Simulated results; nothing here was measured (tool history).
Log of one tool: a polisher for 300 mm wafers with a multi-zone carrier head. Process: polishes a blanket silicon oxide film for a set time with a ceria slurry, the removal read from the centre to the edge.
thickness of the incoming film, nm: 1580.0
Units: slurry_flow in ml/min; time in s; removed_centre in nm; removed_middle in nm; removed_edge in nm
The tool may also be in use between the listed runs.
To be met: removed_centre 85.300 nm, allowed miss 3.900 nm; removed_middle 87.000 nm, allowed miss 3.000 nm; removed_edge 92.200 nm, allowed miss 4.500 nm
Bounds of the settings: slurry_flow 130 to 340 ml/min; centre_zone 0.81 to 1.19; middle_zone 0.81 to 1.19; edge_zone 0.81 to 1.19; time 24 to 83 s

run 1 day=0.000 | slurry_flow=220 centre_zone=1.00 middle_zone=1.00 edge_zone=1.00 time=53 | removed_centre=163.030 removed_middle=165.940 removed_edge=172.530
run 2 day=0.338 | slurry_flow=215 centre_zone=0.99 middle_zone=0.98 edge_zone=0.98 time=47 | removed_centre=142.140 removed_middle=143.440 removed_edge=150.870
run 3 day=0.692 | slurry_flow=215 centre_zone=0.91 middle_zone=0.98 edge_zone=0.98 time=47 | removed_centre=133.680 removed_middle=146.900 removed_edge=146.710
run 4 day=0.988 | slurry_flow=215 centre_zone=0.84 middle_zone=0.98 edge_zone=0.98 time=47 | removed_centre=121.870 removed_middle=146.290 removed_edge=147.330
run 5 day=1.071 | slurry_flow=215 centre_zone=0.81 middle_zone=0.98 edge_zone=0.98 time=47 | removed_centre=114.160 removed_middle=147.600 removed_edge=148.450
run 6 day=1.258 | slurry_flow=215 centre_zone=0.81 middle_zone=0.98 edge_zone=0.95 time=47 | removed_centre=117.710 removed_middle=149.590 removed_edge=148.610
run 7 day=1.342 | slurry_flow=210 centre_zone=0.83 middle_zone=0.96 edge_zone=0.95 time=42 | removed_centre=108.230 removed_middle=127.260 removed_edge=132.220
run 8 day=1.392 | slurry_flow=195 centre_zone=0.87 middle_zone=0.91 edge_zone=0.85 time=27 | removed_centre=69.578 removed_middle=78.264 removed_edge=79.537
run 9 day=1.504 | slurry_flow=255 centre_zone=0.96 middle_zone=0.93 edge_zone=0.95 time=27 | removed_centre=83.384 removed_middle=83.328 removed_edge=89.008
run 10 day=1.704 | slurry_flow=255 centre_zone=0.96 middle_zone=0.94 edge_zone=0.96 time=27 | removed_centre=82.402 removed_middle=83.774 removed_edge=86.053
run 11 day=1.983 | slurry_flow=270 centre_zone=0.93 middle_zone=0.91 edge_zone=0.97 time=30 | removed_centre=88.433 removed_middle=90.176 removed_edge=96.951
run 12 day=2.121 | slurry_flow=270 centre_zone=0.93 middle_zone=0.91 edge_zone=0.96 time=30 | removed_centre=89.799 removed_middle=92.165 removed_edge=95.998
run 13 day=2.450 | slurry_flow=265 centre_zone=0.93 middle_zone=0.91 edge_zone=0.95 time=30 | removed_centre=87.134 removed_middle=90.871 removed_edge=94.961
run 14 day=2.654 | slurry_flow=260 centre_zone=0.93 middle_zone=0.91 edge_zone=0.94 time=30 | removed_centre=88.106 removed_middle=88.951 removed_edge=93.068

Which of these 5 next moves meets every target?
run A day=2.858 | slurry_flow=285 centre_zone=0.99 middle_zone=0.87 edge_zone=0.89 time=29 | removed_centre=? removed_middle=? removed_edge=?
run B day=2.858 | slurry_flow=200 centre_zone=0.90 middle_zone=0.93 edge_zone=1.03 time=32 | removed_centre=? removed_middle=? removed_edge=?
run C day=2.858 | slurry_flow=190 centre_zone=0.90 middle_zone=0.82 edge_zone=1.11 time=31 | removed_centre=? removed_middle=? removed_edge=?
run D day=2.858 | slurry_flow=305 centre_zone=0.89 middle_zone=0.85 edge_zone=0.83 time=30 | removed_centre=? removed_middle=? removed_edge=?
run E day=2.858 | slurry_flow=275 centre_zone=0.92 middle_zone=0.99 edge_zone=1.04 time=29 | removed_centre=? removed_middle=? removed_edge=?

move=A removed_centre=91.950 removed_middle=84.533 removed_edge=91.272
move=B removed_centre=87.486 removed_middle=94.039 removed_edge=103.040
move=C removed_centre=83.874 removed_middle=81.394 removed_edge=102.600
move=D removed_centre=86.096 removed_middle=86.453 removed_edge=92.450
move=E removed_centre=85.098 removed_middle=93.797 removed_edge=96.820
A: further off than the last run
B: brings the result that was furthest off to its target, and leaves another outside
C: brings the result that was furthest off to its target, and leaves another outside
D: meets every target
E: brings the result that was furthest off to its target, and leaves another outside
The right move is D.
